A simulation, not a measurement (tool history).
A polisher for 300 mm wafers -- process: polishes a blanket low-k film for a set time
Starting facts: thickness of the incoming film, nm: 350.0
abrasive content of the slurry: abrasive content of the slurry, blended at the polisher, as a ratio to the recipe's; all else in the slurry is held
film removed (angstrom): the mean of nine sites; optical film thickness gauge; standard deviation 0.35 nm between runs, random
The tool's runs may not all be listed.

run,hour,flow of slurry (ml/min),pressure of the wafer on the pad (kPa),speed of the pad under the wafer (m/s),abrasive content of the slurry,polishing time (s),film removed (angstrom)
1,0.0,215,13.1,1.30,1.0,74,332.46
2,4.6,215,11.7,1.28,1.0,74,289.17
3,8.2,215,11.0,1.28,1.0,74,271.64
4,8.9,215,11.0,1.28,0.8,74,251.85
5,10.0,265,11.0,1.28,0.8,74,264.78
6,16.1,260,11.0,1.28,0.8,74,267.20
7,22.1,255,11.0,1.28,0.8,74,265.69
8,30.8,250,11.0,1.28,0.8,74,259.32
9,32.2,245,11.0,1.28,0.8,74,253.20
10,36.9,240,11.0,1.28,0.8,74,258.32
11,37.7,235,11.0,1.28,0.8,74,254.02

Run 12 comes next. What will it give?
12,43.6,230,11.0,1.28,0.8,74,?

{"run 12": {"film removed (angstrom)": 258.73}}
